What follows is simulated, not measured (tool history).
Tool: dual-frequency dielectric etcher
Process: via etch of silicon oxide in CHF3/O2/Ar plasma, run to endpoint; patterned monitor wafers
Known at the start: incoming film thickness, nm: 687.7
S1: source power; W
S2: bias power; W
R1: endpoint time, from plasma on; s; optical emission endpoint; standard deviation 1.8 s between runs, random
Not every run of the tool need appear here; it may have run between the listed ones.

| run | hour | S1 | S2 | R1 |
|---|---|---|---|---|
| 1 | 0 | 580 | 191 | 372.11 |
| 2 | 5.9 | 580 | 172 | 385.76 |
| 3 | 7 | 580 | 160 | 396.07 |
| 4 | 11.7 | 580 | 127 | 427.43 |
| 5 | 18.6 | 580 | 144 | 409.55 |
| 6 | 26.3 | 580 | 123 | 431.7 |
| 7 | 27.1 | 660 | 156 | 371.37 |
| 8 | 34.4 | 710 | 169 | 347.66 |
| 9 | 42.5 | 740 | 180 | 331.01 |

For run 10, what comes out?
| 10 | 44.4 | 760 | 188 | ? |

R1: 319.17 s
